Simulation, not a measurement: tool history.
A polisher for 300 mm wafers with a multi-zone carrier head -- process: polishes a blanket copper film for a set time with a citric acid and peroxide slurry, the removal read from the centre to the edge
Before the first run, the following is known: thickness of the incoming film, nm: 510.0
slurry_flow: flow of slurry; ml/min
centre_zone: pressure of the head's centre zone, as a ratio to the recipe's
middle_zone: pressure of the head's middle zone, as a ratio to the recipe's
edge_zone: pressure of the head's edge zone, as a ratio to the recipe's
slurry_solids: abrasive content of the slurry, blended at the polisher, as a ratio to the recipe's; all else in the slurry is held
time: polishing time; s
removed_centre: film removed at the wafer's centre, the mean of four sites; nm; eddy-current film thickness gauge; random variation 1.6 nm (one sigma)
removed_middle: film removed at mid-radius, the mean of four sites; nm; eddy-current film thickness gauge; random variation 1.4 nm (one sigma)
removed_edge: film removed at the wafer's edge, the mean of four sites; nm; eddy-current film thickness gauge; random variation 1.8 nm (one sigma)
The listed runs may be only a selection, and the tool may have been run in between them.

run  hour  slurry_flow  centre_zone  middle_zone  edge_zone  slurry_solids  time  removed_centre  removed_middle  removed_edge
  1     0          220            1            1          1              1    54          140.68          130.45        140.02
  2   3.8          220            1            1          1            1.1    54          141.56          135.97        141.87
  3   6.7          220            1         0.93          1            1.1    54          141.96          126.98        141.85
  4   9.8          230         0.97         0.99       1.04            1.2    54          138.67          136.58        143.35
  5  11.1          230         0.97         0.99       1.04            1.2    61          160.87           156.6        170.44
  6  14.8          230         0.93         1.02       1.05            1.2    61           148.5          160.16        167.34

The next listed run, before its measurement:
  7  15.3          235         0.92         1.04       1.06            1.2    61               ?               ?             ?

{"run 7": {"removed_centre": 151.89, "removed_middle": 161.11, "removed_edge": 166.13}}
